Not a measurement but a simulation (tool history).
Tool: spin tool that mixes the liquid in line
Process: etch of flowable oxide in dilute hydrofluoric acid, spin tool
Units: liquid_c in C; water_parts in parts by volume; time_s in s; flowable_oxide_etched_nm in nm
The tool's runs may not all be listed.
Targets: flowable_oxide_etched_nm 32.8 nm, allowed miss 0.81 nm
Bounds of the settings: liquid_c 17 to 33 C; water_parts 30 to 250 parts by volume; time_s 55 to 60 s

Run 1, hour 0: liquid_c 25 C, water_parts 140 parts by volume, time_s 55 s. Result: flowable_oxide_etched_nm 20.211 nm.
Run 2, hour 1.3: liquid_c 25 C, water_parts 165 parts by volume, time_s 55 s. Result: flowable_oxide_etched_nm 16.778 nm.
Run 3, hour 6.7: liquid_c 25 C, water_parts 165 parts by volume, time_s 60 s. Result: flowable_oxide_etched_nm 18.421 nm.
Run 4, hour 9.4: liquid_c 21.5 C, water_parts 165 parts by volume, time_s 60 s. Result: flowable_oxide_etched_nm 15.913 nm.
Run 5, hour 11.8: liquid_c 21.5 C, water_parts 165 parts by volume, time_s 55 s. Result: flowable_oxide_etched_nm 14.534 nm.
Run 6, hour 20.8: liquid_c 23 C, water_parts 160 parts by volume, time_s 55 s. Result: flowable_oxide_etched_nm 16.065 nm.
Run 7, hour 21.8: liquid_c 24 C, water_parts 155 parts by volume, time_s 55 s. Result: flowable_oxide_etched_nm 17.165 nm.
Run 8, hour 27.5: liquid_c 24 C, water_parts 155 parts by volume, time_s 55 s. Result: flowable_oxide_etched_nm 17.32 nm.
Run 9, hour 36: liquid_c 25 C, water_parts 150 parts by volume, time_s 55 s. Result: flowable_oxide_etched_nm 18.834 nm.

4 next moves are on the table. One of them brings every result within its allowed miss. Which?
Run A, hour 44.5: liquid_c 28 C, water_parts 110 parts by volume, time_s 60 s. Result: flowable_oxide_etched_nm ?.
Run B, hour 44.5: liquid_c 24.5 C, water_parts 85 parts by volume, time_s 60 s. Result: flowable_oxide_etched_nm ?.
Run C, hour 44.5: liquid_c 27.5 C, water_parts 130 parts by volume, time_s 60 s. Result: flowable_oxide_etched_nm ?.
Run D, hour 44.5: liquid_c 28.5 C, water_parts 90 parts by volume, time_s 60 s. Result: flowable_oxide_etched_nm ?.

move  flowable_oxide_etched_nm
   A                    32.701
   B                    38.154
   C                    26.456
   D                    41.857
A: meets every target
B: takes the result that was furthest off past its target
C: nearer than the last run, and not there yet
D: takes the result that was furthest off past its target
The right move is A.

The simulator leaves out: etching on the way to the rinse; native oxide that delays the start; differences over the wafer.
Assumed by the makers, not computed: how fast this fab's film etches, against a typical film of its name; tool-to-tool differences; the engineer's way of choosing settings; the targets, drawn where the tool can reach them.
